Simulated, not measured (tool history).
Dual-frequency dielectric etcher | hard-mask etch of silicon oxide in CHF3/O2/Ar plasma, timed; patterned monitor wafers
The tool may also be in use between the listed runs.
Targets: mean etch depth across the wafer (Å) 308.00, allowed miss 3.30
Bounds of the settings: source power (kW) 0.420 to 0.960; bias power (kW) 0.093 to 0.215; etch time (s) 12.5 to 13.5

run  hour  source power (kW)  bias power (kW)  etch time (s)  mean etch depth across the wafer (Å)
  1   0.0              0.690            0.154           13.5                                296.44
  2   2.7              0.710            0.154           13.5                                300.11
  3  10.5              0.720            0.154           13.5                                301.78
  4  13.6              0.730            0.154           13.5                                303.07
  5  20.1              0.660            0.154           13.5                                292.74
  6  28.3              0.690            0.155           13.5                                296.85
  7  36.9              0.710            0.155           13.5                                301.22
  8  37.8              0.720            0.155           13.5                                301.46
  9  39.6              0.730            0.155           13.5                                303.01

5 next moves are on the table. One of them brings every result within its allowed miss. Which?
  A  41.4              0.720            0.151           13.5                                     ?
  B  41.4              0.820            0.154           13.5                                     ?
  C  41.4              0.730            0.147           13.5                                     ?
  D  41.4              0.810            0.154           13.5                                     ?
  E  41.4              0.790            0.150           13.5                                     ?

move  mean etch depth across the wafer (Å)
   A                                300.10
   B                                316.56
   C                                299.22
   D                                315.13
   E                                309.84
A: further off than the last run
B: takes the result that was furthest off past its target
C: further off than the last run
D: takes the result that was furthest off past its target
E: meets every target
The right move is E.

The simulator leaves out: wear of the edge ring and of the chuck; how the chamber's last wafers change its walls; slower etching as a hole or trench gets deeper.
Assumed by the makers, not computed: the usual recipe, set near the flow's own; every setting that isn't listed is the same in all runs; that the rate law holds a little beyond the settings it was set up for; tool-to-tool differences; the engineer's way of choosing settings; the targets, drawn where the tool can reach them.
